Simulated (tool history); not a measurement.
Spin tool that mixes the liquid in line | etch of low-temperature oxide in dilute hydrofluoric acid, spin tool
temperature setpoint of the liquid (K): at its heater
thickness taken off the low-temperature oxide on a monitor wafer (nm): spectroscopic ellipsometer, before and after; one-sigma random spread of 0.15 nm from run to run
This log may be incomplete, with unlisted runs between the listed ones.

run	hour	temperature setpoint of the liquid (K)	parts of water to one part of 49 % hydrofluoric acid (parts by volume)	time under the liquid (s)	thickness taken off the low-temperature oxide on a monitor wafer (nm)
1	0	295.15	245	270	10.055
2	5.1	295.15	245	270	10.143
3	7.9	295.15	245	290	10.879
4	13.4	297.15	220	290	13.209
5	16.7	298.65	195	290	16.337
6	22.9	299.65	185	290	17.871
7	29.6	300.65	175	290	20.128
# hour 31.2: hydrofluoric acid flow meter replaced
8	31.2	300.65	175	290	18.366
9	36.4	301.15	165	290	20.115
10	40.5	301.65	160	290	21.411
11	45	302.15	155	290	22.442

The next listed run, before its measurement:
12	48.5	302.65	155	290	?

thickness taken off the low-temperature oxide on a monitor wafer (nm): 22.609
